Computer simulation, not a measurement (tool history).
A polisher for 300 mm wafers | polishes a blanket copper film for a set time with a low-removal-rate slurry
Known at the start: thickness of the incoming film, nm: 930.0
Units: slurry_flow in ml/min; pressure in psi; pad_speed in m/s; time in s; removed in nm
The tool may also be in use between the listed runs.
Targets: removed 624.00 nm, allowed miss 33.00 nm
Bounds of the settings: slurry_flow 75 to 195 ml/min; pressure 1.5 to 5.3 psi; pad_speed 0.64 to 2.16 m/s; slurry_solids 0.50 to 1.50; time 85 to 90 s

run	hour	slurry_flow	pressure	pad_speed	slurry_solids	time	removed
1	0.0	125	3.4	1.40	1.00	85	359.03
2	9.0	125	3.9	1.42	1.00	85	405.48
3	10.1	95	3.9	1.42	1.00	85	383.27
4	13.0	105	4.3	1.46	1.00	85	446.84
5	14.9	105	4.3	1.46	0.90	85	430.60
6	20.5	105	4.3	1.78	0.90	85	523.02
7	26.7	110	4.4	1.78	0.90	85	529.39
8	34.8	110	4.6	1.78	0.90	85	562.55

Which of these 4 next moves meets every target?
A	42.9	140	4.4	1.58	0.95	85	?
B	42.9	185	5.3	1.64	1.00	90	?
C	42.9	110	4.6	2.08	0.90	89	?
D	42.9	105	4.9	1.74	0.90	90	?

move	removed
A	517.89
B	711.09
C	695.33
D	618.30
A: further off than the last run
B: takes the result that was furthest off past its target
C: takes the result that was furthest off past its target
D: meets every target
Answer: D

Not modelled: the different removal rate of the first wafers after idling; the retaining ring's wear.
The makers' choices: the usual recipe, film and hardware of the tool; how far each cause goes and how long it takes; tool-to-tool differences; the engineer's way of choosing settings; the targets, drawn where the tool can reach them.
